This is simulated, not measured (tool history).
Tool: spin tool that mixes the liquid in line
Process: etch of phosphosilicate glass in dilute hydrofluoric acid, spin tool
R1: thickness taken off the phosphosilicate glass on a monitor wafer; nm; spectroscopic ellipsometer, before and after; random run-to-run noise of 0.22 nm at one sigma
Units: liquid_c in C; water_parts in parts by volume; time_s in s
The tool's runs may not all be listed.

Run 1, hour 0.0: liquid_c 20.0 C, water_parts 65 parts by volume, time_s 15 s. Result: R1 14.107 nm.
Run 2, hour 3.1: liquid_c 17.0 C, water_parts 65 parts by volume, time_s 15 s. Result: R1 12.424 nm.
Run 3, hour 8.4: liquid_c 17.0 C, water_parts 65 parts by volume, time_s 15 s. Result: R1 12.506 nm.
Run 4, hour 17.4: liquid_c 19.0 C, water_parts 60 parts by volume, time_s 15 s. Result: R1 14.690 nm.
Run 5, hour 18.9: liquid_c 19.0 C, water_parts 50 parts by volume, time_s 15 s. Result: R1 17.918 nm.
Run 6, hour 26.2: liquid_c 17.0 C, water_parts 50 parts by volume, time_s 15 s. Result: R1 16.401 nm.
Run 7, hour 34.2: liquid_c 21.0 C, water_parts 30 parts by volume, time_s 15 s. Result: R1 33.609 nm.

Run 8 comes next. What will it give?
Run 8, hour 39.1: liquid_c 21.5 C, water_parts 30 parts by volume, time_s 15 s. Result: R1 ?.

Run 8 came out at R1 33.921 nm.

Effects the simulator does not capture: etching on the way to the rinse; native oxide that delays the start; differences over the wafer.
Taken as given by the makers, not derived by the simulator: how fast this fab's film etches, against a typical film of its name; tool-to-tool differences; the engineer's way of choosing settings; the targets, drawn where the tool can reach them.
